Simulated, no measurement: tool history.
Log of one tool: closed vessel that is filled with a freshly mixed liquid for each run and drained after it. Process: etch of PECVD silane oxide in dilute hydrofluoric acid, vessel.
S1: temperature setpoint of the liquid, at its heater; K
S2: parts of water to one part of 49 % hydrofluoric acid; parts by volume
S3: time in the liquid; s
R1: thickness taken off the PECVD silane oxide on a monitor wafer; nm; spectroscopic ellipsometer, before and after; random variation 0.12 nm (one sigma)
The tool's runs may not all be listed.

Run 1, hour 0: S1 296.15 K, S2 180 parts by volume, S3 95 s. Result: R1 11.762 nm.
Run 2, hour 1.6: S1 298.65 K, S2 180 parts by volume, S3 95 s. Result: R1 13.125 nm.
Run 3, hour 10.9: S1 299.15 K, S2 180 parts by volume, S3 95 s. Result: R1 13.338 nm.
Run 4, hour 20: S1 299.65 K, S2 180 parts by volume, S3 95 s. Result: R1 13.553 nm.
Run 5, hour 24.3: S1 300.15 K, S2 180 parts by volume, S3 95 s. Result: R1 13.911 nm.
Run 6, hour 33.7: S1 300.15 K, S2 135 parts by volume, S3 95 s. Result: R1 19.239 nm.
Run 7, hour 34.8: S1 299.15 K, S2 135 parts by volume, S3 95 s. Result: R1 18.676 nm.
Run 8, hour 40.1: S1 298.15 K, S2 135 parts by volume, S3 95 s. Result: R1 17.934 nm.

Forecast run 9:
Run 9, hour 43.3: S1 297.65 K, S2 135 parts by volume, S3 95 s. Result: R1 ?.

{"run 9": {"R1": 17.8}}
